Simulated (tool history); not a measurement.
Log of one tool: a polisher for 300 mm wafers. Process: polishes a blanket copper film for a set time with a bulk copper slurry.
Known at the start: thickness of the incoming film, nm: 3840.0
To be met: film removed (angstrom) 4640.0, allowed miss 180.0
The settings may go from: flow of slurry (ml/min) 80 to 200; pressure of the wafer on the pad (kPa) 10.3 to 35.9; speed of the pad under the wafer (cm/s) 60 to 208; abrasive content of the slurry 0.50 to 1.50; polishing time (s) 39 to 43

run  hour  flow of slurry (ml/min)  pressure of the wafer on the pad (kPa)  speed of the pad under the wafer (cm/s)  abrasive content of the slurry  polishing time (s)  film removed (angstrom)
  1   0.0                      130                                    22.8                                      134                            1.00                  43                   5559.9
  2   1.0                      130                                    22.1                                      134                            1.00                  43                   5439.7
  3   8.4                      130                                    26.2                                      134                            1.00                  43                   6500.3
  4  14.0                      130                                    28.3                                      134                            1.00                  43                   6805.3
  5  21.0                      130                                    28.3                                      152                            1.00                  43                   7623.2
  6  25.5                      130                                    26.2                                      152                            1.00                  43                   7113.5
  7  28.8                      130                                    24.8                                      152                            1.00                  43                   6896.8
  8  34.9                      130                                    23.4                                      152                            1.00                  43                   6311.8
  9  41.7                      130                                    22.1                                      152                            1.00                  43                   6115.1
 10  46.6                      130                                    20.7                                      152                            1.00                  43                   5860.0
 11  47.5                      115                                    14.5                                      150                            1.00                  43                   4000.7
 12  55.1                      120                                    14.5                                      150                            1.00                  43                   3995.8
 13  56.6                      125                                    14.5                                      150                            1.00                  43                   3997.3
 14  60.4                      125                                    15.2                                      150                            1.00                  43                   4218.7
 15  61.3                      130                                    15.2                                      150                            1.00                  43                   4161.6
 16  65.0                      130                                    15.9                                      150                            1.00                  43                   4448.9
 17  66.2                      130                                    15.9                                      150                            1.00                  43                   4441.0

4 next moves are on the table. One of them brings every result within its allowed miss. Which?
  A  67.4                      155                                    20.0                                      138                            1.05                  43                        ?
  B  67.4                      145                                    17.2                                      160                            1.00                  43                        ?
  C  67.4                      100                                    19.3                                      156                            0.95                  41                        ?
  D  67.4                      120                                    16.5                                      154                            0.95                  43                        ?

move  film removed (angstrom)
   A                   5214.7
   B                   5106.5
   C                   4878.4
   D                   4520.9
A: takes the result that was furthest off past its target
B: takes the result that was furthest off past its target
C: takes the result that was furthest off past its target
D: meets every target
The right move is D.
